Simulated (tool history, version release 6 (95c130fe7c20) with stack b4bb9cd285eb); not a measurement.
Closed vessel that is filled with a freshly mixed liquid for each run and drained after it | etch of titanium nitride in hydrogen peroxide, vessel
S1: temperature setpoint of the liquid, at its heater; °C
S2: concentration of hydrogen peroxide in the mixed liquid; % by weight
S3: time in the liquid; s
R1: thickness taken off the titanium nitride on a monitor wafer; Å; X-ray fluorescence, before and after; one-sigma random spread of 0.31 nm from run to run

run  hour    S1    S2   S3      R1
  1     0    50  17.5  315  180.24
  2   5.3    50  17.5  335  194.82
  3   9.4    52  17.5  335  224.53
  4  12.7    52    16  335  218.58
  5  20.7  53.5    16  335  244.09
  6    23  53.5    18  335  250.13
  7    25    55    18  335  277.68
  8    27    56    18  335  296.85

Run 9 comes next. What will it give?
  9  35.4  57  18  335   ?

{"run 9": {"R1": 318.07}}
